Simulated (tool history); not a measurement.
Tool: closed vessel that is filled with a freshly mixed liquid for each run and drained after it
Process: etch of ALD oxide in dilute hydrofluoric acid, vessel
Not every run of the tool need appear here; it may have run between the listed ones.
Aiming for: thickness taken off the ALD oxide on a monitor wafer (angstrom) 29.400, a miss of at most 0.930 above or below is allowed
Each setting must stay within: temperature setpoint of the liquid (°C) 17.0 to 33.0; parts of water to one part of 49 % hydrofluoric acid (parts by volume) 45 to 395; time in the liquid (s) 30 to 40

run	hour	temperature setpoint of the liquid (°C)	parts of water to one part of 49 % hydrofluoric acid (parts by volume)	time in the liquid (s)	thickness taken off the ALD oxide on a monitor wafer (angstrom)
1	0.0	25.0	220	40	20.809
2	6.5	26.0	220	40	21.906
3	15.4	26.0	220	40	21.887
4	20.1	27.0	220	40	22.585
5	27.1	27.5	220	40	22.890
6	33.6	27.5	150	40	36.818
7	35.5	27.0	150	40	36.603
8	37.7	26.5	150	40	35.457

Pick the move, out of 4, that brings all results within their allowed miss; only one does.
A	39.9	27.0	140	40	?
B	39.9	22.0	135	35	?
C	39.9	28.5	175	35	?
D	39.9	25.5	140	35	?

move	thickness taken off the ALD oxide on a monitor wafer (angstrom)
A	38.520
B	29.021
C	27.281
D	31.854
A: moves away from the targets compared with the last run
B: hits every target within its allowed miss
C: takes the result that was furthest off past its target
D: gains on the last run, yet a result remains outside its allowed miss
Correct choice: B, which meets every target
